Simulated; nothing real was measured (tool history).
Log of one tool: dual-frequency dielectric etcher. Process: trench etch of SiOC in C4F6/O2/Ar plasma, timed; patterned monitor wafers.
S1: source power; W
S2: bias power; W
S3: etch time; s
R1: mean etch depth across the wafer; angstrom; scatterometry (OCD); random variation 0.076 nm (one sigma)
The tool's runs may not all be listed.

run  hour   S1   S2   S3      R1
  1     0  320  158  8.5  162.09
  2   3.2  320  158  8.5  161.95
  3   9.5  350  163  8.5  167.01
  4  17.7  300  163  8.5  160.65
  5  25.7  300  146  8.5  154.02
  6  30.3  300  146  7.5   137.1
  7  34.5  330  165  7.5  145.78

The next listed run, before its measurement:
  8  40.5  350  182   8   ?

{"run 8": {"R1": 164.32}}
